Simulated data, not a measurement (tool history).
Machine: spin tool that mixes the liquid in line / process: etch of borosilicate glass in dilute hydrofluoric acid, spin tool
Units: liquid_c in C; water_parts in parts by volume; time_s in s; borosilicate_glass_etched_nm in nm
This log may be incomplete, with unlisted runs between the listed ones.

Run 1, hour 0.0: liquid_c 26.0 C, water_parts 170 parts by volume, time_s 80 s. Result: borosilicate_glass_etched_nm 6.7516 nm.
Run 2, hour 4.3: liquid_c 25.5 C, water_parts 170 parts by volume, time_s 80 s. Result: borosilicate_glass_etched_nm 6.6675 nm.
Run 3, hour 9.3: liquid_c 25.5 C, water_parts 170 parts by volume, time_s 80 s. Result: borosilicate_glass_etched_nm 6.6313 nm.
Run 4, hour 10.7: liquid_c 25.0 C, water_parts 170 parts by volume, time_s 80 s. Result: borosilicate_glass_etched_nm 6.4856 nm.
Run 5, hour 11.9: liquid_c 26.5 C, water_parts 170 parts by volume, time_s 80 s. Result: borosilicate_glass_etched_nm 6.9353 nm.
Run 6, hour 18.3: liquid_c 26.5 C, water_parts 170 parts by volume, time_s 80 s. Result: borosilicate_glass_etched_nm 6.9053 nm.

What will run 7 give?
Run 7, hour 23.2: liquid_c 26.0 C, water_parts 170 parts by volume, time_s 80 s. Result: borosilicate_glass_etched_nm ?.

borosilicate_glass_etched_nm: 6.8331 nm

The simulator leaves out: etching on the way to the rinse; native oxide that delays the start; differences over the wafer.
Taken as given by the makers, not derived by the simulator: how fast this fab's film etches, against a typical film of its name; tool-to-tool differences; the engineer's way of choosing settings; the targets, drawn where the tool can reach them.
